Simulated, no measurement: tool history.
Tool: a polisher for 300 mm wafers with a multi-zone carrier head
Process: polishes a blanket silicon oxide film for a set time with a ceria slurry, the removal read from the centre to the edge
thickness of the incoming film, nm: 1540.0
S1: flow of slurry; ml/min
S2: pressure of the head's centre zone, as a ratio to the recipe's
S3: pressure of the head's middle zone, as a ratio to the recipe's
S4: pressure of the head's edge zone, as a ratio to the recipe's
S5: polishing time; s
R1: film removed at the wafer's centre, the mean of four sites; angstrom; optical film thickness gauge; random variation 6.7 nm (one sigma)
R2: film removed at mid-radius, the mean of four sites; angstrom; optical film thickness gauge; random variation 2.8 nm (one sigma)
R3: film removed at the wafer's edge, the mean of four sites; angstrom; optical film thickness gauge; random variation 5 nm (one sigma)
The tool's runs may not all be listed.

run 1 day=0 | S1=285 S2=1 S3=1 S4=1 S5=55 | R1=3104.4 R2=3079.5 R3=3169.5
run 2 day=0.312 | S1=285 S2=1 S3=1 S4=1 S5=63 | R1=3553.8 R2=3569.1 R3=3588.3
run 3 day=0.35 | S1=295 S2=1.04 S3=1 S4=1 S5=64 | R1=3805.2 R2=3557.9 R3=3673.7
run 4 day=0.5 | S1=295 S2=1.04 S3=1.07 S4=1 S5=64 | R1=3795.9 R2=3849.5 R3=3693.6
run 5 day=0.579 | S1=295 S2=0.99 S3=1.07 S4=1 S5=64 | R1=3588 R2=3776.9 R3=3651.5
run 6 day=0.771 | S1=350 S2=0.99 S3=1.07 S4=1 S5=64 | R1=3649.4 R2=3891.6 R3=3638.3
run 7 day=1.054 | S1=355 S2=1.03 S3=1.06 S4=1 S5=65 | R1=3790 R2=3905.5 R3=3836.8
run 8 day=1.167 | S1=330 S2=1.06 S3=1.05 S4=0.97 S5=66 | R1=4093.4 R2=3923.2 R3=3702.3

Run 9 comes next. What will it give?
run 9 day=1.2 | S1=330 S2=1.09 S3=1.05 S4=0.97 S5=67 | R1=? R2=? R3=?

Run 9 gave R1 4255.7 angstrom, R2 3903.1 angstrom, R3 3859.8 angstrom.

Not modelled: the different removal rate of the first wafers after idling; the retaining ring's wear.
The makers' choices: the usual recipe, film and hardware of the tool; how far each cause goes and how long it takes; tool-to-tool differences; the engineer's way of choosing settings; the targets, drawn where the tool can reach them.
